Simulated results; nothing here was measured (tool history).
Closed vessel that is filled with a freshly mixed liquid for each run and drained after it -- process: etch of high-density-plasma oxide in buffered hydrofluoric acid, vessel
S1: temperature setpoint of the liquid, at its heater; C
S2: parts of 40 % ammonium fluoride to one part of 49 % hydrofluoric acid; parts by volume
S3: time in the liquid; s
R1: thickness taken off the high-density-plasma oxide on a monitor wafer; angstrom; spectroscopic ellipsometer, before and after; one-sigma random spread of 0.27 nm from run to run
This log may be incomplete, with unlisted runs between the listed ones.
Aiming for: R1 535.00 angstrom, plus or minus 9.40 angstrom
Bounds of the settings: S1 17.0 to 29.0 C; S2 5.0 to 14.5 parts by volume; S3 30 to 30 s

Run 1, hour 0.0: S1 21.0 C, S2 9.0 parts by volume, S3 30 s. Result: R1 710.07 angstrom.
Run 2, hour 1.0: S1 21.0 C, S2 9.0 parts by volume, S3 30 s. Result: R1 717.27 angstrom.
Run 3, hour 2.5: S1 20.0 C, S2 9.0 parts by volume, S3 30 s. Result: R1 681.01 angstrom.
Run 4, hour 10.8: S1 20.0 C, S2 7.0 parts by volume, S3 30 s. Result: R1 897.01 angstrom.
Run 5, hour 16.6: S1 20.0 C, S2 7.0 parts by volume, S3 30 s. Result: R1 888.21 angstrom.
Run 6, hour 24.5: S1 19.0 C, S2 8.0 parts by volume, S3 30 s. Result: R1 731.48 angstrom.
Run 7, hour 31.5: S1 18.5 C, S2 8.5 parts by volume, S3 30 s. Result: R1 667.05 angstrom.
Run 8, hour 34.8: S1 18.0 C, S2 9.0 parts by volume, S3 30 s. Result: R1 606.22 angstrom.
Run 9, hour 39.9: S1 17.5 C, S2 9.0 parts by volume, S3 30 s. Result: R1 587.21 angstrom.
Run 10, hour 45.9: S1 17.0 C, S2 9.5 parts by volume, S3 30 s. Result: R1 559.72 angstrom.

Consider the 4 candidate settings below. Which is the only one whose results all fall within their allowed miss of target?
Run A, hour 51.9: S1 18.0 C, S2 10.0 parts by volume, S3 30 s. Result: R1 ?.
Run B, hour 51.9: S1 17.0 C, S2 10.5 parts by volume, S3 30 s. Result: R1 ?.
Run C, hour 51.9: S1 18.5 C, S2 10.5 parts by volume, S3 30 s. Result: R1 ?.
Run D, hour 51.9: S1 17.0 C, S2 10.0 parts by volume, S3 30 s. Result: R1 ?.

move      R1
   A  569.88
   B  513.36
   C  559.05
   D  538.34
A: its largest miss is bigger than the last run's
B: moves the result that the last run missed by most past its target, out the other side
C: no nearer and no further than the last run
D: every result lands within tolerance
The right move is D.
